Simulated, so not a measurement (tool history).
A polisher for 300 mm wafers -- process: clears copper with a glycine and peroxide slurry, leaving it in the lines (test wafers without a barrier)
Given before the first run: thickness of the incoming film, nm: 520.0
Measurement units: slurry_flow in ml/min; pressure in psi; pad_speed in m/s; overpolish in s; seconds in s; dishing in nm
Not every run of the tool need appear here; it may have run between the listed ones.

| run | hour | slurry_flow | pressure | pad_speed | overpolish | seconds | dishing |
|---|---|---|---|---|---|---|---|
| 1 | 0 | 185 | 3.3 | 1.12 | 21 | 96.667 | 66.192 |
| 2 | 6.9 | 185 | 3.3 | 1.12 | 29 | 92.446 | 81.289 |
| 3 | 11.2 | 185 | 2.9 | 1.1 | 32 | 102.65 | 80.741 |
| 4 | 18 | 205 | 2.9 | 1.1 | 32 | 107.37 | 85.072 |
|  | 26.2 | worn pad replaced by a new one |
| 5 | 26.2 | 205 | 2.4 | 1.1 | 32 | 103.73 | 79.177 |
| 6 | 30.1 | 205 | 2.2 | 1 | 34 | 113.85 | 79.429 |

Run 7 has not been measured yet. What should we expect?
| 7 | 35.9 | 195 | 1.5 | 0.8 | 38 | ? | ? |

seconds: 159.63 s
dishing: 66.074 nm

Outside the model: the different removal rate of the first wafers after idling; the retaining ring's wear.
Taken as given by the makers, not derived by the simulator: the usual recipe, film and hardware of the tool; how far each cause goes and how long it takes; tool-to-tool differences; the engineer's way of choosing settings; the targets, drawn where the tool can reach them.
